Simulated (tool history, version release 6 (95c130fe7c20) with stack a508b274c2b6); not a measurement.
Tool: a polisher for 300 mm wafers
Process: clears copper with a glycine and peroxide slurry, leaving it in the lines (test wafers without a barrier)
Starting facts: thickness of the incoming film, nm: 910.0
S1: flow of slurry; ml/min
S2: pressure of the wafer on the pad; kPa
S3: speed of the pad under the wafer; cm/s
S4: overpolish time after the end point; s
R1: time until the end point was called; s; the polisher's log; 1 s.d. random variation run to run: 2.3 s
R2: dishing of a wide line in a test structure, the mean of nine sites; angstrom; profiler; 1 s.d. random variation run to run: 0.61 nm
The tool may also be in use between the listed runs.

{"run": 1, "day": 0.0, "S1": 165, "S2": 17.9, "S3": 126, "S4": 18, "R1": 126.49, "R2": 665.38}
{"run": 2, "day": 0.304, "S1": 165, "S2": 17.9, "S3": 126, "S4": 12, "R1": 126.55, "R2": 485.77}
{"run": 3, "day": 0.429, "S1": 165, "S2": 17.9, "S3": 138, "S4": 12, "R1": 118.67, "R2": 500.33}
{"run": 4, "day": 0.738, "S1": 165, "S2": 15.9, "S3": 138, "S4": 10, "R1": 124.66, "R2": 435.95}
{"run": 5, "day": 0.921, "S1": 165, "S2": 15.9, "S3": 122, "S4": 10, "R1": 136.72, "R2": 386.97}
{"run": 6, "day": 1.258, "S1": 165, "S2": 14.5, "S3": 120, "S4": 10, "R1": 148.74, "R2": 373.63}

Forecast run 7:
{"run": 7, "day": 1.504, "S1": 165, "S2": 13.8, "S3": 120, "S4": 9, "R1": "?", "R2": "?"}

R1: 146.57 s
R2: 331.07 angstrom
